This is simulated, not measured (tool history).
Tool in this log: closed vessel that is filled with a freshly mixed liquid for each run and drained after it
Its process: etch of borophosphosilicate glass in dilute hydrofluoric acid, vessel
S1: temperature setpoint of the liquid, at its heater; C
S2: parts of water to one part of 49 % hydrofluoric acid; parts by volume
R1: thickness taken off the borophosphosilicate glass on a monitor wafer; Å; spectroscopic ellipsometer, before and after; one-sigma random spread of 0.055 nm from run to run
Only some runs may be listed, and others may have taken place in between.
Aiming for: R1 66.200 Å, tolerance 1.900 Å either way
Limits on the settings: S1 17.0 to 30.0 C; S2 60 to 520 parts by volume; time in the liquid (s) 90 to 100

Run 1, hour 0.0: S1 22.0 C, S2 290 parts by volume, time in the liquid (s) 90. Result: R1 117.380 Å.
Run 2, hour 8.1: S1 20.5 C, S2 315 parts by volume, time in the liquid (s) 90. Result: R1 100.230 Å.
Run 3, hour 11.6: S1 19.5 C, S2 335 parts by volume, time in the liquid (s) 90. Result: R1 88.620 Å.
Run 4, hour 16.1: S1 19.0 C, S2 350 parts by volume, time in the liquid (s) 90. Result: R1 82.641 Å.
Run 5, hour 21.0: S1 21.0 C, S2 350 parts by volume, time in the liquid (s) 90. Result: R1 88.827 Å.
Run 6, hour 25.3: S1 21.0 C, S2 350 parts by volume, time in the liquid (s) 90. Result: R1 88.284 Å.
Run 7, hour 32.7: S1 20.0 C, S2 360 parts by volume, time in the liquid (s) 90. Result: R1 82.430 Å.
Run 8, hour 35.2: S1 19.0 C, S2 370 parts by volume, time in the liquid (s) 90. Result: R1 77.056 Å.
Run 9, hour 40.1: S1 18.5 C, S2 375 parts by volume, time in the liquid (s) 90. Result: R1 73.057 Å.

5 next moves are on the table. One of them brings every result within its allowed miss. Which?
Run A, hour 45.0: S1 18.5 C, S2 415 parts by volume, time in the liquid (s) 100. Result: R1 ?.
Run B, hour 45.0: S1 17.5 C, S2 395 parts by volume, time in the liquid (s) 90. Result: R1 ?.
Run C, hour 45.0: S1 18.5 C, S2 375 parts by volume, time in the liquid (s) 95. Result: R1 ?.
Run D, hour 45.0: S1 19.5 C, S2 335 parts by volume, time in the liquid (s) 90. Result: R1 ?.
Run E, hour 45.0: S1 20.0 C, S2 415 parts by volume, time in the liquid (s) 100. Result: R1 ?.

move      R1
   A  71.526
   B  66.310
   C  77.654
   D  88.269
   E  75.358
A: nearer than the last run, and not there yet
B: each result inside its tolerance
C: moves away from the targets compared with the last run
D: moves away from the targets compared with the last run
E: moves away from the targets compared with the last run
Go with B: it meets all targets.
